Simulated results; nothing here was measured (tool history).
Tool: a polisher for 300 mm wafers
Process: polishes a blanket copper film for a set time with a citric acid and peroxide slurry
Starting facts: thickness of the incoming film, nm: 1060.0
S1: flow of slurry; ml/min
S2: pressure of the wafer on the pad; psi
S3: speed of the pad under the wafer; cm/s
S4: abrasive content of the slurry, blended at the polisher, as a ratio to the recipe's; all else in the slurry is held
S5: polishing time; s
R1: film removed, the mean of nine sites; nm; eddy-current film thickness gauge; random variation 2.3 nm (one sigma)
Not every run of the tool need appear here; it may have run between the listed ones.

Run 1, hour 0.0: S1 155 ml/min, S2 2.5 psi, S3 106 cm/s, S4 1.00, S5 61 s. Result: R1 116.02 nm.
Run 2, hour 6.6: S1 155 ml/min, S2 2.5 psi, S3 106 cm/s, S4 1.00, S5 61 s. Result: R1 117.38 nm.
Run 3, hour 13.5: S1 155 ml/min, S2 2.7 psi, S3 106 cm/s, S4 1.00, S5 61 s. Result: R1 124.49 nm.
Run 4, hour 21.2: S1 155 ml/min, S2 2.7 psi, S3 106 cm/s, S4 1.00, S5 55 s. Result: R1 113.05 nm.
Run 5, hour 24.7: S1 155 ml/min, S2 2.7 psi, S3 106 cm/s, S4 0.85, S5 55 s. Result: R1 107.90 nm.
Run 6, hour 27.0: S1 155 ml/min, S2 2.9 psi, S3 108 cm/s, S4 0.85, S5 55 s. Result: R1 116.66 nm.
Run 7, hour 29.7: S1 155 ml/min, S2 3.1 psi, S3 112 cm/s, S4 0.85, S5 55 s. Result: R1 127.44 nm.
Run 8, hour 32.3: S1 155 ml/min, S2 3.3 psi, S3 116 cm/s, S4 0.85, S5 55 s. Result: R1 142.79 nm.
Run 9, hour 37.0: S1 155 ml/min, S2 3.4 psi, S3 118 cm/s, S4 0.85, S5 55 s. Result: R1 145.17 nm.
Run 10, hour 37.7: S1 155 ml/min, S2 3.5 psi, S3 120 cm/s, S4 0.85, S5 55 s. Result: R1 151.92 nm.
Run 11, hour 41.0: S1 155 ml/min, S2 3.6 psi, S3 122 cm/s, S4 0.85, S5 55 s. Result: R1 157.00 nm.

The next listed run, before its measurement:
Run 12, hour 42.5: S1 155 ml/min, S2 3.6 psi, S3 122 cm/s, S4 0.85, S5 55 s. Result: R1 ?.

Logged for run 12: R1 160.09 nm.

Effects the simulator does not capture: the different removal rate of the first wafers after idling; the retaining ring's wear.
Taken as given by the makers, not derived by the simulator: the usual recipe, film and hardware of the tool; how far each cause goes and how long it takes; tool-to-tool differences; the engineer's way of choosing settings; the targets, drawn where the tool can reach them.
